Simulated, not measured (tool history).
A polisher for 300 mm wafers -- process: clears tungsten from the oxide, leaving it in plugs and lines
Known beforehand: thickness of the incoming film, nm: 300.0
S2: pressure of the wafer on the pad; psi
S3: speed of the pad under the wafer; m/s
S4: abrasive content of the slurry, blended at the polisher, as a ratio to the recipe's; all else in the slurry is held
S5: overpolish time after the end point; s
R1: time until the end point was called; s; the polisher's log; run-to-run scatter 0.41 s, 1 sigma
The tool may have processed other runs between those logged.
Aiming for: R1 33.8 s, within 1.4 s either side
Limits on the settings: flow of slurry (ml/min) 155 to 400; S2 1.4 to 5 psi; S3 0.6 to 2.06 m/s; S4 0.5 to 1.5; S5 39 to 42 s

Run 1, hour 0: flow of slurry (ml/min) 255, S2 3.2 psi, S3 1.32 m/s, S4 1, S5 39 s. Result: R1 52.105 s.
Run 2, hour 2.2: flow of slurry (ml/min) 255, S2 2.7 psi, S3 1.32 m/s, S4 1, S5 39 s. Result: R1 59.711 s.
Run 3, hour 8.8: flow of slurry (ml/min) 255, S2 3 psi, S3 1.32 m/s, S4 1, S5 39 s. Result: R1 54.074 s.
Run 4, hour 10: flow of slurry (ml/min) 255, S2 3.2 psi, S3 1.32 m/s, S4 1, S5 39 s. Result: R1 51.258 s.
Run 5, hour 14.6: flow of slurry (ml/min) 255, S2 3.4 psi, S3 1.32 m/s, S4 1, S5 39 s. Result: R1 49.895 s.
Run 6, hour 22: flow of slurry (ml/min) 255, S2 3.4 psi, S3 1.32 m/s, S4 1, S5 39 s. Result: R1 49.801 s.
Run 7, hour 23.7: flow of slurry (ml/min) 255, S2 3.6 psi, S3 1.32 m/s, S4 1, S5 39 s. Result: R1 47.333 s.
Run 8, hour 30.2: flow of slurry (ml/min) 255, S2 3.8 psi, S3 1.32 m/s, S4 1, S5 39 s. Result: R1 44.726 s.
Run 9, hour 37.2: flow of slurry (ml/min) 255, S2 4 psi, S3 1.32 m/s, S4 1, S5 39 s. Result: R1 43.694 s.
Run 10, hour 40.1: flow of slurry (ml/min) 255, S2 4.1 psi, S3 1.32 m/s, S4 1, S5 39 s. Result: R1 42.525 s.
Run 11, hour 46.4: flow of slurry (ml/min) 255, S2 4.2 psi, S3 1.32 m/s, S4 1, S5 39 s. Result: R1 40.759 s.
Run 12, hour 54.5: flow of slurry (ml/min) 255, S2 4.3 psi, S3 1.32 m/s, S4 1, S5 39 s. Result: R1 41.033 s.
Run 13, hour 62.4: flow of slurry (ml/min) 255, S2 4.4 psi, S3 1.34 m/s, S4 1, S5 39 s. Result: R1 38.802 s.
Run 14, hour 68.3: flow of slurry (ml/min) 255, S2 4.5 psi, S3 1.34 m/s, S4 1, S5 39 s. Result: R1 38.517 s.
Run 15, hour 69.6: flow of slurry (ml/min) 255, S2 4.6 psi, S3 1.34 m/s, S4 1, S5 39 s. Result: R1 37.705 s.
Run 16, hour 75.9: flow of slurry (ml/min) 255, S2 4.7 psi, S3 1.34 m/s, S4 1, S5 39 s. Result: R1 37.922 s.

Below are 5 possible settings for the next run. Only one of them brings all results inside the allowed miss of their targets. Which is it?
Run A, hour 82.2: flow of slurry (ml/min) 245, S2 4.7 psi, S3 1.36 m/s, S4 0.9, S5 39 s. Result: R1 ?.
Run B, hour 82.2: flow of slurry (ml/min) 250, S2 4.7 psi, S3 1.22 m/s, S4 0.85, S5 42 s. Result: R1 ?.
Run C, hour 82.2: flow of slurry (ml/min) 285, S2 4.4 psi, S3 1.42 m/s, S4 1.05, S5 39 s. Result: R1 ?.
Run D, hour 82.2: flow of slurry (ml/min) 195, S2 4.8 psi, S3 1.46 m/s, S4 1.15, S5 39 s. Result: R1 ?.
Run E, hour 82.2: flow of slurry (ml/min) 245, S2 4.9 psi, S3 1.36 m/s, S4 0.95, S5 42 s. Result: R1 ?.

move      R1
   A  37.591
   B  42.017
   C  35.837
   D  33.089
   E  35.621
A: nearer than the last run, and not there yet
B: further off than the last run
C: nearer than the last run, and not there yet
D: hits every target within its allowed miss
E: nearer than the last run, and not there yet
The right move is D.

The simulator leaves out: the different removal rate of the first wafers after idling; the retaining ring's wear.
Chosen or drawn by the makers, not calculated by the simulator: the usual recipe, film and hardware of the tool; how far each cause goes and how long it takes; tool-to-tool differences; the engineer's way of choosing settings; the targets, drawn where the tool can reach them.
